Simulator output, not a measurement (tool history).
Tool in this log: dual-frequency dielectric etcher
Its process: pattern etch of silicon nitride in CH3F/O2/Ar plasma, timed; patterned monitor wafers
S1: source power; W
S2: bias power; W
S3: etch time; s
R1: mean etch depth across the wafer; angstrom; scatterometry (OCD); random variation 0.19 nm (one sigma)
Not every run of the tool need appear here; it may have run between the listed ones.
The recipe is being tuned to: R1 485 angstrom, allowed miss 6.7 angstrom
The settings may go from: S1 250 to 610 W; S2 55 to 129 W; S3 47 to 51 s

run    day   S1   S2  S3      R1
  1      0  430   92  51  421.94
  2  0.275  470   93  51  442.88
  3  0.579  490   93  51  447.39
  4  0.746  430   93  51  423.28
  5  0.862  430  102  51  436.76
  6   1.15  460  103  51  457.17
  7  1.279  480  103  51  467.04
  8  1.446  490  103  51  468.99
  9  1.779  500  103  51  473.56
 10  1.804  510  103  51   477.7

Which of these 5 next moves meets every target?
  A  1.829  500  103    51   ?
  B  1.829  490  111    51   ?
  C  1.829  510  119    48   ?
  D  1.829  520  112  48.5   ?
  E  1.829  520   97    51   ?

move      R1
   A  472.17
   B  481.99
   C  474.57
   D  472.09
   E  469.27
A: its largest miss is bigger than the last run's
B: all results land within tolerance of their targets
C: its largest miss is bigger than the last run's
D: its largest miss is bigger than the last run's
E: its largest miss is bigger than the last run's
Move B is the one to make.

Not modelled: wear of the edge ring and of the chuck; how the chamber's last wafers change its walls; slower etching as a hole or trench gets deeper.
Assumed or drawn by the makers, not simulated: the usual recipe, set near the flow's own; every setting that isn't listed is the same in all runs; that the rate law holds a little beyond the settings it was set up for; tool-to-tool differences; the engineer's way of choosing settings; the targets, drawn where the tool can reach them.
